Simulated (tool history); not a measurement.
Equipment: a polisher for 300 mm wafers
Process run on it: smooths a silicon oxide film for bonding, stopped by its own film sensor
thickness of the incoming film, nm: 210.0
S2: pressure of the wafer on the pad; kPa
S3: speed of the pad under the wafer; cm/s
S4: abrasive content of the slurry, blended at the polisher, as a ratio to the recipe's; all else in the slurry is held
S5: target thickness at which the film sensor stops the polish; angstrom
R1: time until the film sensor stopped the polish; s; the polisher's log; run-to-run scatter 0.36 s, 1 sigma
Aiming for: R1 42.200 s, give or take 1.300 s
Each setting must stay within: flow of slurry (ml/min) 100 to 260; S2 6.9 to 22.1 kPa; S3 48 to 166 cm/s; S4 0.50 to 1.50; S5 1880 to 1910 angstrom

Run 1, hour 0.0: flow of slurry (ml/min) 165, S2 14.5 kPa, S3 106 cm/s, S4 1.00, S5 1880 angstrom. Result: R1 38.907 s.
Run 2, hour 7.8: flow of slurry (ml/min) 160, S2 14.5 kPa, S3 106 cm/s, S4 1.00, S5 1880 angstrom. Result: R1 39.939 s.
Run 3, hour 12.4: flow of slurry (ml/min) 160, S2 14.5 kPa, S3 118 cm/s, S4 1.00, S5 1880 angstrom. Result: R1 36.308 s.
Run 4, hour 19.6: flow of slurry (ml/min) 155, S2 14.5 kPa, S3 118 cm/s, S4 1.00, S5 1880 angstrom. Result: R1 36.648 s.
Run 5, hour 27.8: flow of slurry (ml/min) 155, S2 14.5 kPa, S3 118 cm/s, S4 1.20, S5 1880 angstrom. Result: R1 32.707 s.
Run 6, hour 34.8: flow of slurry (ml/min) 150, S2 13.8 kPa, S3 118 cm/s, S4 1.20, S5 1880 angstrom. Result: R1 34.457 s.
Run 7, hour 36.6: flow of slurry (ml/min) 150, S2 13.8 kPa, S3 118 cm/s, S4 1.20, S5 1880 angstrom. Result: R1 33.793 s.
Run 8, hour 43.6: flow of slurry (ml/min) 150, S2 13.1 kPa, S3 118 cm/s, S4 1.20, S5 1880 angstrom. Result: R1 35.615 s.
Run 9, hour 45.9: flow of slurry (ml/min) 150, S2 12.4 kPa, S3 118 cm/s, S4 1.20, S5 1880 angstrom. Result: R1 36.463 s.
Run 10, hour 54.0: flow of slurry (ml/min) 145, S2 12.4 kPa, S3 118 cm/s, S4 1.20, S5 1880 angstrom. Result: R1 36.694 s.
Run 11, hour 59.9: flow of slurry (ml/min) 145, S2 11.7 kPa, S3 118 cm/s, S4 1.20, S5 1880 angstrom. Result: R1 38.556 s.
Run 12, hour 66.8: flow of slurry (ml/min) 140, S2 11.0 kPa, S3 118 cm/s, S4 1.20, S5 1880 angstrom. Result: R1 40.247 s.

Pick the move, out of 5, that brings all results within their allowed miss; only one does.
Run A, hour 73.7: flow of slurry (ml/min) 125, S2 11.0 kPa, S3 120 cm/s, S4 1.10, S5 1900 angstrom. Result: R1 ?.
Run B, hour 73.7: flow of slurry (ml/min) 135, S2 9.0 kPa, S3 156 cm/s, S4 1.20, S5 1880 angstrom. Result: R1 ?.
Run C, hour 73.7: flow of slurry (ml/min) 130, S2 11.0 kPa, S3 128 cm/s, S4 1.20, S5 1880 angstrom. Result: R1 ?.
Run D, hour 73.7: flow of slurry (ml/min) 130, S2 8.3 kPa, S3 128 cm/s, S4 1.40, S5 1900 angstrom. Result: R1 ?.
Run E, hour 73.7: flow of slurry (ml/min) 135, S2 9.7 kPa, S3 122 cm/s, S4 1.25, S5 1880 angstrom. Result: R1 ?.

move      R1
   A  38.845
   B  37.749
   C  38.291
   D  38.575
   E  41.981
A: moves away from the targets compared with the last run
B: moves away from the targets compared with the last run
C: moves away from the targets compared with the last run
D: moves away from the targets compared with the last run
E: all results land within tolerance of their targets
Go with E: it meets all targets.
